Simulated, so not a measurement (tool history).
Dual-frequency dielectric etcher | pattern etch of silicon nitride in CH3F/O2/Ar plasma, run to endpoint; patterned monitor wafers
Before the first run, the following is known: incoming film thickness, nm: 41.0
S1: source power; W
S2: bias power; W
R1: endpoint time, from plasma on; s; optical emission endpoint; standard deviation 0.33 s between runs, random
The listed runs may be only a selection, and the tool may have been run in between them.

{"run": 1, "hour": 0.0, "S1": 360, "S2": 69, "R1": 64.388}
{"run": 2, "hour": 1.7, "S1": 310, "S2": 69, "R1": 70.142}
{"run": 3, "hour": 9.1, "S1": 260, "S2": 69, "R1": 77.418}
{"run": 4, "hour": 16.7, "S1": 290, "S2": 70, "R1": 72.787}
{"run": 5, "hour": 18.2, "S1": 290, "S2": 80, "R1": 69.772}
{"run": 6, "hour": 20.5, "S1": 310, "S2": 81, "R1": 66.911}
{"run": 7, "hour": 21.3, "S1": 330, "S2": 82, "R1": 63.803}
{"run": 8, "hour": 27.7, "S1": 340, "S2": 82, "R1": 63.342}
{"run": 9, "hour": 30.5, "S1": 350, "S2": 82, "R1": 62.647}
{"run": 10, "hour": 34.8, "S1": 360, "S2": 82, "R1": 61.404}
{"run": 11, "hour": 43.5, "S1": 370, "S2": 82, "R1": 60.94}
{"run": 12, "hour": 51.5, "S1": 380, "S2": 82, "R1": 60.133}
{"run": 13, "hour": 59.8, "S1": 390, "S2": 82, "R1": 59.171}
{"run": 14, "hour": 66.3, "S1": 400, "S2": 82, "R1": 57.993}
{"run": 15, "hour": 71.3, "S1": 410, "S2": 82, "R1": 57.551}

Predict the results of run 16:
{"run": 16, "hour": 79.1, "S1": 420, "S2": 82, "R1": "?"}

For run 16 the tool returned R1 57.459 s.
